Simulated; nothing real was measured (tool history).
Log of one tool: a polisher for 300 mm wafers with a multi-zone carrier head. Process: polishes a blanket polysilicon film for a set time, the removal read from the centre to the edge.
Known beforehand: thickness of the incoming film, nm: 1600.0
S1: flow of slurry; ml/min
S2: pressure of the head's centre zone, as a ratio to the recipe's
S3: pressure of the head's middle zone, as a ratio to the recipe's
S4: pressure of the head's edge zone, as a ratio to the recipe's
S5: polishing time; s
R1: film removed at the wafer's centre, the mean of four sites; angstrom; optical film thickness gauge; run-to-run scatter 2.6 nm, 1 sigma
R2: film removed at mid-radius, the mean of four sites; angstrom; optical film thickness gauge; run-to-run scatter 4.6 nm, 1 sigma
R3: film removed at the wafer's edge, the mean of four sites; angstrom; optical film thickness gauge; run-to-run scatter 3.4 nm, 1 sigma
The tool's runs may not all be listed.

run  hour   S1    S2    S3    S4  S5      R1      R2      R3
  1   0.0  125  1.00  1.00  1.00  64  6915.3  6789.7  6624.1
  2   6.2  125  0.93  1.00  1.00  64  6430.4  6642.0  6623.4
  3  14.8  125  0.93  1.00  0.93  64  6506.8  6557.0  6451.9
  4  21.1  110  0.93  1.01  0.89  53  5198.7  5416.1  5121.9
  5  30.0  110  1.01  1.01  0.89  53  5534.7  5388.8  5100.8
  6  31.1  105  0.99  1.01  0.87  46  4651.4  4761.6  4342.1
  7  35.3  100  0.98  0.99  0.86  42  4117.9  4116.1  3929.4

What does the tool deliver on the next run?
     40.0  -- centre zone pressure recalibrated
  8  40.0  95  0.97  0.99  0.85  40   ?   ?   ?

{"run 8": {"R1": 3693.2, "R2": 3859.6, "R3": 3668.3}}
